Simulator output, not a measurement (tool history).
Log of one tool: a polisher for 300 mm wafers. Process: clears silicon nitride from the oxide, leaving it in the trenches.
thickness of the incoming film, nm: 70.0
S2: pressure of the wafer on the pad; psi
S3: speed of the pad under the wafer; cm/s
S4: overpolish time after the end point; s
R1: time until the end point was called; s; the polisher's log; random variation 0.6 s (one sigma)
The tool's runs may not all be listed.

{"run": 1, "hour": 0.0, "flow of slurry (ml/min)": 205, "S2": 3.3, "S3": 88, "S4": 20, "R1": 65.937}
{"run": 2, "hour": 8.2, "flow of slurry (ml/min)": 205, "S2": 3.5, "S3": 88, "S4": 20, "R1": 61.929}
{"run": 3, "hour": 8.9, "flow of slurry (ml/min)": 205, "S2": 3.5, "S3": 78, "S4": 20, "R1": 69.188}
{"run": 4, "hour": 15.9, "flow of slurry (ml/min)": 205, "S2": 3.7, "S3": 78, "S4": 20, "R1": 66.997}
{"run": 5, "hour": 17.5, "flow of slurry (ml/min)": 205, "S2": 3.9, "S3": 78, "S4": 20, "R1": 64.867}
{"run": 6, "hour": 25.2, "flow of slurry (ml/min)": 205, "S2": 3.9, "S3": 68, "S4": 20, "R1": 72.826}
{"run": 7, "hour": 32.2, "flow of slurry (ml/min)": 205, "S2": 4.1, "S3": 70, "S4": 20, "R1": 67.324}
{"run": 8, "hour": 38.9, "flow of slurry (ml/min)": 205, "S2": 4.3, "S3": 72, "S4": 20, "R1": 61.927}
{"run": 9, "hour": 43.9, "flow of slurry (ml/min)": 205, "S2": 4.5, "S3": 72, "S4": 20, "R1": 61.181}

Forecast run 10:
{"run": 10, "hour": 44.8, "flow of slurry (ml/min)": 205, "S2": 4.6, "S3": 74, "S4": 20, "R1": "?"}

{"run 10": {"R1": 58.243}}
